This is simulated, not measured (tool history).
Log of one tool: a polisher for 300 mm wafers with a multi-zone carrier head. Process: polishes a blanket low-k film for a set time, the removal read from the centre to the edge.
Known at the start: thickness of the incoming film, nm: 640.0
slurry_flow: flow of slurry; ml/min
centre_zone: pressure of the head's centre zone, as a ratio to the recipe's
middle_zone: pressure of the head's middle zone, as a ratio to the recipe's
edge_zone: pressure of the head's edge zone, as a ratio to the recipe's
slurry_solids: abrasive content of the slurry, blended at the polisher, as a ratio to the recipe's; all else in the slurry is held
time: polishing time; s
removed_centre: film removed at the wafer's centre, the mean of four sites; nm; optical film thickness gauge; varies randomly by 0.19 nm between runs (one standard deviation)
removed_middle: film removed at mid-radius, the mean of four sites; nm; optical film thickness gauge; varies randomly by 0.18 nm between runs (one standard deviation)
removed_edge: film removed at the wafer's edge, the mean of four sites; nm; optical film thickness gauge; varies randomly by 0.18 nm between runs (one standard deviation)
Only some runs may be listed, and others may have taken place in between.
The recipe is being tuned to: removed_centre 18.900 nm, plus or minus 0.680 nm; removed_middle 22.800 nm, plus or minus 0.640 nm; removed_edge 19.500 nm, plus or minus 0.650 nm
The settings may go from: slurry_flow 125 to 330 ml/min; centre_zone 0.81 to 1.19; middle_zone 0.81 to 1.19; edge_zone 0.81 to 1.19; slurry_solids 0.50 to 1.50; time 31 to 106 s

run 1 hour=0.0 | slurry_flow=210 centre_zone=1.00 middle_zone=1.00 edge_zone=1.00 slurry_solids=1.00 time=68 | removed_centre=33.414 removed_middle=34.385 removed_edge=33.453
run 2 hour=1.0 | slurry_flow=210 centre_zone=0.97 middle_zone=1.00 edge_zone=1.00 slurry_solids=1.00 time=68 | removed_centre=32.369 removed_middle=33.741 removed_edge=33.443
run 3 hour=2.1 | slurry_flow=210 centre_zone=0.96 middle_zone=1.01 edge_zone=0.98 slurry_solids=0.95 time=66 | removed_centre=30.306 removed_middle=31.783 removed_edge=31.351
run 4 hour=3.6 | slurry_flow=210 centre_zone=0.96 middle_zone=1.01 edge_zone=1.01 slurry_solids=0.95 time=66 | removed_centre=29.957 removed_middle=31.928 removed_edge=31.607
run 5 hour=10.6 | slurry_flow=210 centre_zone=0.96 middle_zone=1.01 edge_zone=1.01 slurry_solids=0.85 time=66 | removed_centre=27.087 removed_middle=29.642 removed_edge=28.761
run 6 hour=12.5 | slurry_flow=210 centre_zone=0.96 middle_zone=1.02 edge_zone=1.00 slurry_solids=0.80 time=65 | removed_centre=25.631 removed_middle=27.656 removed_edge=26.536
run 7 hour=21.0 | slurry_flow=170 centre_zone=0.86 middle_zone=1.07 edge_zone=0.90 slurry_solids=0.55 time=65 | removed_centre=13.460 removed_middle=17.261 removed_edge=15.239
run 8 hour=27.0 | slurry_flow=190 centre_zone=0.87 middle_zone=1.07 edge_zone=0.90 slurry_solids=0.55 time=65 | removed_centre=14.166 removed_middle=17.410 removed_edge=15.333
run 9 hour=35.3 | slurry_flow=190 centre_zone=0.88 middle_zone=1.08 edge_zone=0.92 slurry_solids=0.55 time=65 | removed_centre=14.245 removed_middle=17.736 removed_edge=15.685
run 10 hour=36.7 | slurry_flow=200 centre_zone=0.89 middle_zone=1.09 edge_zone=0.94 slurry_solids=0.55 time=65 | removed_centre=14.389 removed_middle=17.851 removed_edge=15.945
run 11 hour=42.4 | slurry_flow=195 centre_zone=0.91 middle_zone=1.10 edge_zone=0.95 slurry_solids=0.55 time=65 | removed_centre=14.811 removed_middle=18.132 removed_edge=15.957
run 12 hour=45.4 | slurry_flow=200 centre_zone=0.92 middle_zone=1.11 edge_zone=0.96 slurry_solids=0.55 time=65 | removed_centre=15.196 removed_middle=18.321 removed_edge=16.039
run 13 hour=48.0 | slurry_flow=205 centre_zone=0.93 middle_zone=1.12 edge_zone=0.97 slurry_solids=0.55 time=65 | removed_centre=15.325 removed_middle=18.268 removed_edge=15.746
run 14 hour=52.1 | slurry_flow=210 centre_zone=0.93 middle_zone=1.13 edge_zone=0.99 slurry_solids=0.55 time=65 | removed_centre=15.295 removed_middle=18.995 removed_edge=16.399
run 15 hour=60.3 | slurry_flow=220 centre_zone=0.94 middle_zone=1.13 edge_zone=1.00 slurry_solids=0.55 time=65 | removed_centre=15.757 removed_middle=18.909 removed_edge=16.312
run 16 hour=64.5 | slurry_flow=230 centre_zone=0.94 middle_zone=1.14 edge_zone=1.02 slurry_solids=0.55 time=65 | removed_centre=15.606 removed_middle=19.014 removed_edge=16.928
run 17 hour=70.0 | slurry_flow=220 centre_zone=0.95 middle_zone=1.15 edge_zone=1.03 slurry_solids=0.55 time=65 | removed_centre=15.730 removed_middle=18.875 removed_edge=16.819
run 18 hour=75.3 | slurry_flow=230 centre_zone=0.95 middle_zone=1.15 edge_zone=1.03 slurry_solids=0.55 time=65 | removed_centre=15.961 removed_middle=19.149 removed_edge=16.704
run 19 hour=77.0 | slurry_flow=240 centre_zone=0.95 middle_zone=1.16 edge_zone=1.04 slurry_solids=0.55 time=65 | removed_centre=16.005 removed_middle=19.611 removed_edge=16.911
run 20 hour=83.5 | slurry_flow=250 centre_zone=0.95 middle_zone=1.16 edge_zone=1.04 slurry_solids=0.55 time=65 | removed_centre=16.046 removed_middle=19.437 removed_edge=16.919

Next run, 5 choices. One meets every target within its allowed miss, the rest don't. Which?
run A hour=90.0 | slurry_flow=260 centre_zone=0.91 middle_zone=1.17 edge_zone=1.04 slurry_solids=0.65 time=62 | removed_centre=? removed_middle=? removed_edge=?
run B hour=90.0 | slurry_flow=210 centre_zone=0.87 middle_zone=1.15 edge_zone=0.98 slurry_solids=0.65 time=60 | removed_centre=? removed_middle=? removed_edge=?
run C hour=90.0 | slurry_flow=250 centre_zone=1.02 middle_zone=1.17 edge_zone=1.02 slurry_solids=0.60 time=65 | removed_centre=? removed_middle=? removed_edge=?
run D hour=90.0 | slurry_flow=225 centre_zone=0.97 middle_zone=1.19 edge_zone=1.04 slurry_solids=0.60 time=65 | removed_centre=? removed_middle=? removed_edge=?
run E hour=90.0 | slurry_flow=190 centre_zone=1.04 middle_zone=1.07 edge_zone=1.17 slurry_solids=0.60 time=58 | removed_centre=? removed_middle=? removed_edge=?

move=A removed_centre=19.001 removed_middle=24.346 removed_edge=20.901
move=B removed_centre=17.082 removed_middle=22.636 removed_edge=19.284
move=C removed_centre=19.869 removed_middle=22.690 removed_edge=19.326
move=D removed_centre=18.633 removed_middle=22.747 removed_edge=19.324
move=E removed_centre=17.383 removed_middle=18.105 removed_edge=18.030
A: the result that was furthest off in the last run now lies on the other side of its target
B: the worst result of the last run now meets its target, but another is out of spec
C: the worst result of the last run now meets its target, but another is out of spec
D: hits every target within its allowed miss
E: misses by more than the last run did
D is the move that brings every result within its allowed miss.

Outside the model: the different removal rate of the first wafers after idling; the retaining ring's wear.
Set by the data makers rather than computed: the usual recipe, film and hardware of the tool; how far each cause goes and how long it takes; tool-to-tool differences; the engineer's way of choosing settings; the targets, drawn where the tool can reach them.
